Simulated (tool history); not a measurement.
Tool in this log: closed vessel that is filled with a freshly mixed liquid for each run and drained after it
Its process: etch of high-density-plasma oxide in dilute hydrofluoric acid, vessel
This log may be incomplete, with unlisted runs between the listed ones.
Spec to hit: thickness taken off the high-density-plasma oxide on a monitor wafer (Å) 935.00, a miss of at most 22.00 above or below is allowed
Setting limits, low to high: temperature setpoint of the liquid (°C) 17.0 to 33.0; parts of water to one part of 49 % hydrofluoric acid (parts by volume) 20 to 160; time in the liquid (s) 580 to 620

run  hour  temperature setpoint of the liquid (°C)  parts of water to one part of 49 % hydrofluoric acid (parts by volume)  time in the liquid (s)  thickness taken off the high-density-plasma oxide on a monitor wafer (Å)
  1   0.0                                     25.0                                                                      90                     580                                                                    356.65
  2   6.1                                     25.0                                                                      90                     580                                                                    360.02
  3  10.7                                     27.5                                                                      70                     580                                                                    525.02
  4  13.1                                     27.5                                                                      80                     580                                                                    451.15
  5  19.8                                     27.5                                                                     110                     580                                                                    316.06
  6  24.5                                     29.5                                                                      85                     580                                                                    453.95
  7  28.4                                     30.5                                                                      70                     580                                                                    593.85
  8  30.5                                     31.5                                                                      60                     580                                                                    724.35
  9  32.2                                     32.0                                                                      55                     580                                                                    814.90
 10  35.2                                     33.0                                                                      45                     580                                                                   1046.70
 11  36.9                                     32.5                                                                      45                     580                                                                   1028.70
 12  39.1                                     32.0                                                                      45                     580                                                                   1008.60
 13  40.3                                     31.5                                                                      45                     580                                                                    993.04
 14  43.5                                     31.0                                                                      45                     580                                                                    975.45

5 next moves are on the table. One of them brings every result within its allowed miss. Which?
  A  46.7                                     32.0                                                                      45                     580                                                                         ?
  B  46.7                                     32.5                                                                      50                     595                                                                         ?
  C  46.7                                     27.5                                                                      40                     595                                                                         ?
  D  46.7                                     33.0                                                                      50                     605                                                                         ?
  E  46.7                                     33.0                                                                      50                     620                                                                         ?

move  thickness taken off the high-density-plasma oxide on a monitor wafer (Å)
   A                                                                   1016.60
   B                                                                    949.10
   C                                                                    989.31
   D                                                                    983.76
   E                                                                   1008.10
A: its largest miss is bigger than the last run's
B: each result inside its tolerance
C: its largest miss is bigger than the last run's
D: its largest miss is bigger than the last run's
E: its largest miss is bigger than the last run's
So the answer is move B, the one that meets all the targets.
